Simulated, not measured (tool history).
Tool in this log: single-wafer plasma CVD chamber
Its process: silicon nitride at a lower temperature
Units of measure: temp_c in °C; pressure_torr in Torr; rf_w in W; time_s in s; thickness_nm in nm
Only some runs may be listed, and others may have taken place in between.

run,day,temp_c,pressure_torr,rf_w,time_s,thickness_nm
1,0,360,1.52,395,32,47.551
2,0.317,360,1.52,445,32,49.751
3,0.483,360,1.26,445,32,46.188
4,0.833,360,1.49,445,32,49.434
5,0.975,360,1.42,440,32,48.384
6,1.183,360,1.42,475,32,49.796
7,1.525,360,1.35,465,32,48.51

Predict the results of run 8:
8,1.762,360,1.29,460,32,?

thickness_nm: 47.678 nm

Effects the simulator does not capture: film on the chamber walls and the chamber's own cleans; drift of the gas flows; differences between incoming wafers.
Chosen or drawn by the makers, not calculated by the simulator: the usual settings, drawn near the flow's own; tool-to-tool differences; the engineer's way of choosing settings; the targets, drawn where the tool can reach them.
